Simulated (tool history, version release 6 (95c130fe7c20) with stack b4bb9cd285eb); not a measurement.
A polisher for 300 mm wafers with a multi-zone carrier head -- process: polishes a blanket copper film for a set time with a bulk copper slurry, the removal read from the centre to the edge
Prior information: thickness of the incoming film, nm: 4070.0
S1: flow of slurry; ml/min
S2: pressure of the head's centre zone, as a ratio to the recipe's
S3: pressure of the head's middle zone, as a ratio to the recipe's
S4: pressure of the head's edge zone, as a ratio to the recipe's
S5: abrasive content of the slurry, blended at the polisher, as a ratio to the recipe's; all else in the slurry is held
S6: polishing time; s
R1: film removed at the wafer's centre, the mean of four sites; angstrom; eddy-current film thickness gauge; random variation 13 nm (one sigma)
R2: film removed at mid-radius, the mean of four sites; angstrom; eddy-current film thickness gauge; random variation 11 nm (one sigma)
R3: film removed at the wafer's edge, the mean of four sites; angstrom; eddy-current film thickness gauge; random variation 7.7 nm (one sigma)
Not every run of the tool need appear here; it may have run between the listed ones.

run,day,S1,S2,S3,S4,S5,S6,R1,R2,R3
1,0.000,305,1.00,1.00,1.00,1.00,52,6733.3,6707.9,6767.9
2,0.358,310,1.04,1.02,1.02,1.10,52,7149.9,6910.1,6834.0
3,0.733,310,1.04,1.02,1.02,1.10,58,7979.8,7830.6,7721.3
4,0.800,310,1.04,1.02,1.05,1.10,58,7922.3,7778.5,7859.0
5,0.925,275,1.04,1.02,1.05,1.10,58,7710.7,7586.1,7799.5
6,1.167,290,1.06,1.02,1.05,1.10,58,8051.0,7728.6,7711.2
7,1.367,290,1.06,1.02,1.05,1.10,58,7961.1,7846.4,7752.0

Run 8 has not been measured yet. What should we expect?
8,1.562,300,1.08,1.01,1.05,1.15,58,?,?,?

{"run 8": {"R1": 8294.0, "R2": 8036.8, "R3": 7832.2}}

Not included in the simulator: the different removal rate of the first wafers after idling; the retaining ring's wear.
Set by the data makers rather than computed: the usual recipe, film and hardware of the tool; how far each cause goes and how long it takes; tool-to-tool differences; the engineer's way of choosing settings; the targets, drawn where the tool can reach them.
